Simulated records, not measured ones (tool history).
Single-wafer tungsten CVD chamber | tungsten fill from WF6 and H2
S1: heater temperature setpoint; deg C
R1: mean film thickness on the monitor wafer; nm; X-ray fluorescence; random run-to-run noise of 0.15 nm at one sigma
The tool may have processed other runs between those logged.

run 1 hour=0 | S1=380 chamber_pressure_(Pa)=6719 deposition_time_(s)=19.1 | R1=48.088
run 2 hour=5.5 | S1=380 chamber_pressure_(Pa)=6719 deposition_time_(s)=19.1 | R1=48.521
run 3 hour=8.8 | S1=369 chamber_pressure_(Pa)=6719 deposition_time_(s)=19.1 | R1=37.228
run 4 hour=15.5 | S1=363 chamber_pressure_(Pa)=6719 deposition_time_(s)=19.1 | R1=32.366
-- hour=23.1 thermocouple changed; heater temperature recalibrated
run 5 hour=23.1 | S1=363 chamber_pressure_(Pa)=6719 deposition_time_(s)=18.1 | R1=27.94
run 6 hour=24.4 | S1=365 chamber_pressure_(Pa)=6733 deposition_time_(s)=18.1 | R1=29.162
run 7 hour=30.8 | S1=367 chamber_pressure_(Pa)=6746 deposition_time_(s)=18.1 | R1=30.518

Run 8 is up next; what results do you expect?
run 8 hour=36.9 | S1=369 chamber_pressure_(Pa)=6759 deposition_time_(s)=18.1 | R1=?

{"run 8": {"R1": 32.667}}
